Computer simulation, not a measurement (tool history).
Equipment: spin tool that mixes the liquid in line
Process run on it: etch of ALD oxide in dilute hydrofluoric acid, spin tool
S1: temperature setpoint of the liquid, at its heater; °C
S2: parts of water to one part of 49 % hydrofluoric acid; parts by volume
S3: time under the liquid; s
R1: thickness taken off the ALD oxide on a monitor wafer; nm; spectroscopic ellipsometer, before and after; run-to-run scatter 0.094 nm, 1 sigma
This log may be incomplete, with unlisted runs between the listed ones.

run  hour    S1   S2   S3       R1
  1   0.0  22.0  295  310  11.9170
  2   6.3  22.0  360  310   9.1631
  3  11.7  22.0  360  330   9.7293
  4  17.5  23.5  330  330  11.5030
  5  26.2  24.5  300  330  13.4580
  6  27.7  25.5  275  330  15.6090
  7  28.4  26.0  260  330  17.0350
  8  30.8  26.5  245  330  18.6710
  9  38.5  27.0  235  330  20.0400
 10  47.2  27.5  225  330  21.5850
 11  54.7  28.0  220  330  22.5630
 12  62.2  28.0  220  330  22.7280
 13  66.9  28.5  215  330  23.6890
 14  71.8  28.5  215  330  23.5110

Predict the results of run 15:
 15  75.0  28.5  210  330   ?

{"run 15": {"R1": 24.215}}

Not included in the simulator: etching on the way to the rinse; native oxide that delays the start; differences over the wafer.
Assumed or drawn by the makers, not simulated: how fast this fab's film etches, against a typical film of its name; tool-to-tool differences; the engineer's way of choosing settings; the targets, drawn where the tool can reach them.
